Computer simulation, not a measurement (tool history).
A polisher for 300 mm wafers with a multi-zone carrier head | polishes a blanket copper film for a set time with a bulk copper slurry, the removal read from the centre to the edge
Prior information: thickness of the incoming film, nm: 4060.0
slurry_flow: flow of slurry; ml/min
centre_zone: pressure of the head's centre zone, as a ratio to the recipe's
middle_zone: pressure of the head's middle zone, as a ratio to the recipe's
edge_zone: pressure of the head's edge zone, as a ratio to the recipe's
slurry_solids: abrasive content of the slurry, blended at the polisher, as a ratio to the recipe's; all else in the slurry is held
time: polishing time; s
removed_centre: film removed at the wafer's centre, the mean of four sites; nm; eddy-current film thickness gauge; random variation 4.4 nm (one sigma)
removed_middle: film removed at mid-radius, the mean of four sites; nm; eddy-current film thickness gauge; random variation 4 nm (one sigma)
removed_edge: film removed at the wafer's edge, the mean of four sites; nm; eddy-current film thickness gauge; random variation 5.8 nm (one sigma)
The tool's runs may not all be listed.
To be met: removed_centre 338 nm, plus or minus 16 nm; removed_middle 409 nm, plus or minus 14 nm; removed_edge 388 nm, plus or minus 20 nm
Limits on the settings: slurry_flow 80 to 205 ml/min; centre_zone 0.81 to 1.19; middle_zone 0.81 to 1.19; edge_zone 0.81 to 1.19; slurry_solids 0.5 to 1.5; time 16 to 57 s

run  hour  slurry_flow  centre_zone  middle_zone  edge_zone  slurry_solids  time  removed_centre  removed_middle  removed_edge
  1     0          135            1            1          1              1    36          466.19          482.99        474.21
  2   4.2          130         0.98            1       0.99           0.95    36          436.85          470.52        471.83
  3  11.3          130         0.98            1       0.99           1.05    36          459.97          475.48        461.71
  4  19.8          130         0.98         0.92       0.99           1.05    36          451.78          460.62        470.67
  5    22          130         0.98         0.85       0.99           1.05    36          456.46          436.32        467.92
  6  22.6          130         0.96         0.86       0.97           1.05    36          447.43          441.11        465.38
  7  30.8          130         0.95         0.87       0.95              1    36           437.5          432.65        457.75
  8  32.8          110         0.85         0.97       0.85           0.75    33          316.84          391.23        363.73
  9  37.1          110         0.85         0.97       0.86           0.75    33          326.88          398.71        378.83

Exactly one of the 5 candidate moves below puts every result within its allowed miss. Which one?
  A  41.4           90         0.87         1.02       0.86           0.75    32               ?               ?             ?
  B  41.4          115         0.85         1.01       0.85            1.1    29               ?               ?             ?
  C  41.4          115         0.84         0.97       0.85            0.8    34               ?               ?             ?
  D  41.4           85         0.86         0.97       0.94            0.9    32               ?               ?             ?
  E  41.4           80         0.81         1.01       0.87           0.85    34               ?               ?             ?

move  removed_centre  removed_middle  removed_edge
   A           318.5          378.16        350.68
   B          320.06           384.1        352.19
   C          347.12          410.05        386.83
   D          322.71             375        376.04
   E          315.06          400.72         378.6
A: its largest miss is bigger than the last run's
B: its largest miss is bigger than the last run's
C: in spec on every target
D: its largest miss is bigger than the last run's
E: gets the furthest-off result to its target, but another result is out of tolerance
The move that meets every target is C.
